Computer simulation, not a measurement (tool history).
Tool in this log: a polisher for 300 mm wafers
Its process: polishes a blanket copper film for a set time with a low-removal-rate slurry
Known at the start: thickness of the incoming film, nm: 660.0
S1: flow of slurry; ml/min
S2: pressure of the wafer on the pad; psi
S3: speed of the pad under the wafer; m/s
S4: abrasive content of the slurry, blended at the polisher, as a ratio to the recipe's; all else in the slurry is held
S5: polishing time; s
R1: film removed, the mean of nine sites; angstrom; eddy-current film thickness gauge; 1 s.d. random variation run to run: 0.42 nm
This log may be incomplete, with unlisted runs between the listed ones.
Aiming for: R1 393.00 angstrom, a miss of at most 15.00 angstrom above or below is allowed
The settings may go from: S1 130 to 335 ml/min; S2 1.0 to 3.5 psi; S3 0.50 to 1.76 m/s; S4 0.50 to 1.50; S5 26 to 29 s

run,hour,S1,S2,S3,S4,S5,R1
1,0.0,215,2.2,1.12,1.00,29,802.95
2,1.5,215,2.5,1.12,1.00,29,912.99
3,6.6,215,2.5,1.12,1.10,29,919.63
4,12.3,215,2.2,1.12,1.10,29,826.60
5,18.9,215,2.1,1.08,1.10,29,750.92
6,20.3,215,2.4,1.08,1.10,29,865.04
7,27.5,215,2.2,1.06,1.10,29,775.53
8,29.5,215,2.1,1.04,1.10,29,722.39
9,31.6,215,2.0,1.02,1.10,29,690.09
10,35.2,215,1.9,1.00,1.10,29,625.26
11,38.3,215,1.8,1.00,1.10,29,606.79
12,40.3,215,1.7,1.00,1.10,29,574.87
13,41.4,215,1.6,1.00,1.10,29,535.26
14,47.2,210,1.0,0.98,1.10,29,334.07
15,54.1,215,1.0,0.98,1.10,29,339.28
16,58.3,240,1.3,0.98,1.10,29,438.05
17,65.9,235,1.3,0.98,1.10,29,446.61
18,71.8,235,1.0,0.98,1.10,29,344.70
19,80.7,240,1.0,0.98,1.10,29,346.59
20,86.2,245,1.3,0.98,1.10,29,448.07

Below are 5 possible settings for the next run. Only one of them brings all results inside the allowed miss of their targets. Which is it?
A,91.7,275,1.4,0.82,1.25,29,?
B,91.7,250,1.5,1.06,1.05,29,?
C,91.7,245,1.5,0.94,1.05,26,?
D,91.7,265,1.3,0.94,1.15,26,?
E,91.7,240,1.6,0.78,1.20,28,?

move,R1
A,416.24
B,542.12
C,431.73
D,387.75
E,424.78
A: nearer the targets than the last run, but a result is still out of spec
B: lands further from the targets than the last run did
C: nearer the targets than the last run, but a result is still out of spec
D: each result inside its tolerance
E: nearer the targets than the last run, but a result is still out of spec
Move D is the one to make.
